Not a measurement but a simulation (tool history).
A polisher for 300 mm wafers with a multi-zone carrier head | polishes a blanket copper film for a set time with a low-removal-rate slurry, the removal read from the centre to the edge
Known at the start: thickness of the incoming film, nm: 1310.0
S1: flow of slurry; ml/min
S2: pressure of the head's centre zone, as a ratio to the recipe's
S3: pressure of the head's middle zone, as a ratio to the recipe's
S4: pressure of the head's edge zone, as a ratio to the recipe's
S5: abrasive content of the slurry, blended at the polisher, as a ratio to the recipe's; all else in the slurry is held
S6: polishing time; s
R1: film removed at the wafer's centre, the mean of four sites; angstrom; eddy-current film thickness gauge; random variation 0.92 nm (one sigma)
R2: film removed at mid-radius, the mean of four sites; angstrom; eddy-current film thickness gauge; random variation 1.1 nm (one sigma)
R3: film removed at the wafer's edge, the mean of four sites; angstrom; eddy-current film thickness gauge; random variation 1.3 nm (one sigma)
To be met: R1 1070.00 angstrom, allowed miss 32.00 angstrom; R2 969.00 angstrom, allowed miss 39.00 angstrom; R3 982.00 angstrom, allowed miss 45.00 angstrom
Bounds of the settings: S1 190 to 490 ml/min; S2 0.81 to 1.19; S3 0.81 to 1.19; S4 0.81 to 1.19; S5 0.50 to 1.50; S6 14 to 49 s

run,day,S1,S2,S3,S4,S5,S6,R1,R2,R3
1,0.000,315,1.00,1.00,1.00,1.00,31,753.81,763.31,765.52
2,0.338,315,1.00,1.00,1.00,0.85,31,736.32,734.63,735.67
3,0.383,315,1.00,1.00,1.00,0.65,31,706.69,713.52,702.29
4,0.746,315,1.00,1.00,1.00,0.50,31,667.46,693.41,677.33
5,0.896,315,0.94,1.00,1.00,0.50,31,643.16,680.94,676.49
6,1.104,320,1.00,1.01,1.02,0.75,32,747.95,739.92,752.99
7,1.417,320,1.03,1.03,1.02,0.95,33,832.39,818.13,797.88
8,1.538,320,1.05,1.03,1.04,1.10,34,878.75,874.56,845.51
9,1.562,325,1.07,1.01,1.05,1.20,35,943.59,885.96,875.84
10,1.771,325,1.08,1.01,1.07,1.30,36,998.51,929.86,938.29

Which of these 5 next moves meets every target?
A,1.979,315,1.02,0.93,1.17,1.30,36,?,?,?
B,1.979,325,1.04,0.92,1.12,1.30,41,?,?,?
C,1.979,315,1.10,0.86,1.13,1.25,41,?,?,?
D,1.979,260,1.18,0.88,1.05,1.40,38,?,?,?
E,1.979,445,1.12,1.01,1.09,1.20,37,?,?,?

move,R1,R2,R3
A,924.24,851.19,988.52
B,1075.80,963.67,1106.40
C,1122.40,901.84,1101.30
D,1108.40,850.52,991.65
E,1057.20,950.99,990.66
A: further off than the last run
B: brings the result that was furthest off to its target, and leaves another outside
C: takes the result that was furthest off past its target
D: takes the result that was furthest off past its target
E: meets every target
The right move is E.
